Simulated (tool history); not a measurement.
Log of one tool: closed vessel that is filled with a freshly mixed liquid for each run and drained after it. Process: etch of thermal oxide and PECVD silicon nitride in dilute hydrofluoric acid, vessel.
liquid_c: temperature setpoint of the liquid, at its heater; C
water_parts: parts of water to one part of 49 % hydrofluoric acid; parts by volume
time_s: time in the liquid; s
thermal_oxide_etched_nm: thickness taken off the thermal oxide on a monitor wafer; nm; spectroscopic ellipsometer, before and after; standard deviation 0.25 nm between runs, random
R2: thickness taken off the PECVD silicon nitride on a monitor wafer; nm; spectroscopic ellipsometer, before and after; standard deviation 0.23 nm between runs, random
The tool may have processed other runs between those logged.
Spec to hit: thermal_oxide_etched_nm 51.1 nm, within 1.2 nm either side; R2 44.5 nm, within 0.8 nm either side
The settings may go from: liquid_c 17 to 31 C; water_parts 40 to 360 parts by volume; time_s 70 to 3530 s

{"run": 1, "day": 0.0, "liquid_c": 23, "water_parts": 200, "time_s": 1800, "thermal_oxide_etched_nm": 27.144, "R2": 24.546}
{"run": 2, "day": 0.371, "liquid_c": 20.5, "water_parts": 200, "time_s": 1800, "thermal_oxide_etched_nm": 24.892, "R2": 21}
{"run": 3, "day": 0.492, "liquid_c": 20.5, "water_parts": 230, "time_s": 1800, "thermal_oxide_etched_nm": 20.941, "R2": 18.254}
{"run": 4, "day": 0.833, "liquid_c": 19, "water_parts": 230, "time_s": 1800, "thermal_oxide_etched_nm": 19.675, "R2": 16.631}
{"run": 5, "day": 1.008, "liquid_c": 21.5, "water_parts": 190, "time_s": 1740, "thermal_oxide_etched_nm": 26.497, "R2": 22.76}
{"run": 6, "day": 1.262, "liquid_c": 21.5, "water_parts": 130, "time_s": 1740, "thermal_oxide_etched_nm": 41.193, "R2": 33.049}
{"run": 7, "day": 1.504, "liquid_c": 23, "water_parts": 125, "time_s": 1725, "thermal_oxide_etched_nm": 45.314, "R2": 37.653}
{"day": 1.633, "done": "hydrofluoric acid flow meter replaced"}
{"run": 8, "day": 1.633, "liquid_c": 25.5, "water_parts": 115, "time_s": 1705, "thermal_oxide_etched_nm": 58.514, "R2": 50.262}
{"run": 9, "day": 1.929, "liquid_c": 25, "water_parts": 120, "time_s": 1730, "thermal_oxide_etched_nm": 55.547, "R2": 47.902}
{"run": 10, "day": 2.054, "liquid_c": 25, "water_parts": 125, "time_s": 1745, "thermal_oxide_etched_nm": 53.626, "R2": 45.899}

Exactly one of the 5 candidate moves below puts every result within its allowed miss. Which one?
{"run": "A", "day": 2.179, "liquid_c": 27.5, "water_parts": 145, "time_s": 1800, "thermal_oxide_etched_nm": "?", "R2": "?"}
{"run": "B", "day": 2.179, "liquid_c": 25, "water_parts": 135, "time_s": 1825, "thermal_oxide_etched_nm": "?", "R2": "?"}
{"run": "C", "day": 2.179, "liquid_c": 23.5, "water_parts": 95, "time_s": 1395, "thermal_oxide_etched_nm": "?", "R2": "?"}
{"run": "D", "day": 2.179, "liquid_c": 26, "water_parts": 165, "time_s": 2180, "thermal_oxide_etched_nm": "?", "R2": "?"}
{"run": "E", "day": 2.179, "liquid_c": 21.5, "water_parts": 90, "time_s": 1500, "thermal_oxide_etched_nm": "?", "R2": "?"}

move=A thermal_oxide_etched_nm=51.164 R2=47.836
move=B thermal_oxide_etched_nm=51.336 R2=44.435
move=C thermal_oxide_etched_nm=55.189 R2=43.588
move=D thermal_oxide_etched_nm=50.28 R2=46.327
move=E thermal_oxide_etched_nm=58.129 R2=43.234
A: the worst result of the last run now meets its target, but another is out of spec
B: every result within its allowed miss
C: the biggest miss grows against the last run
D: the worst result of the last run now meets its target, but another is out of spec
E: the biggest miss grows against the last run
Answer: B
